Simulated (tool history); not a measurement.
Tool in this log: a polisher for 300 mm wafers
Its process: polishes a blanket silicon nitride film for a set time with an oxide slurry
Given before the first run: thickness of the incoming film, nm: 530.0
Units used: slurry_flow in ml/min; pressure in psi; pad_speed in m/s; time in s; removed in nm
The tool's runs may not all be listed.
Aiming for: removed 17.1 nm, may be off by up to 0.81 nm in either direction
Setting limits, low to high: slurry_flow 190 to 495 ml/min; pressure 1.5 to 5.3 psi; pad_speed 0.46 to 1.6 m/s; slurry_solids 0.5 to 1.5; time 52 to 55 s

run,hour,slurry_flow,pressure,pad_speed,slurry_solids,time,removed
1,0,320,3.4,1.02,1,52,27.036
2,0.7,320,3.4,1.12,1,52,28.435
3,2.6,320,3.4,1.12,0.8,52,25.584
4,3.1,320,3.4,1.12,0.8,55,27.514
5,10.5,320,3.1,1.12,0.8,55,25.726
6,13.5,320,3.1,0.86,0.8,55,21.331
7,14.2,320,3,0.86,0.8,55,20.201
8,23,320,2.9,0.86,0.8,55,19.836
9,27.7,320,2.8,0.86,0.8,55,19.289
10,35,320,2.7,0.86,0.8,55,19.032
11,41.2,320,2.6,0.86,0.8,55,17.906

Next run, 5 choices. One meets every target within its allowed miss, the rest don't. Which?
A,47.4,370,2.1,0.9,1,54,?
B,47.4,225,2.7,0.84,1,55,?
C,47.4,195,2.9,1.04,0.7,52,?
D,47.4,330,2.8,0.88,0.75,55,?
E,47.4,315,3,0.78,0.85,55,?

move,removed
A,17.729
B,20.389
C,20.142
D,19.651
E,20.172
A: every result within its allowed miss
B: further off than the last run
C: further off than the last run
D: further off than the last run
E: further off than the last run
A is the move that brings every result within its allowed miss.

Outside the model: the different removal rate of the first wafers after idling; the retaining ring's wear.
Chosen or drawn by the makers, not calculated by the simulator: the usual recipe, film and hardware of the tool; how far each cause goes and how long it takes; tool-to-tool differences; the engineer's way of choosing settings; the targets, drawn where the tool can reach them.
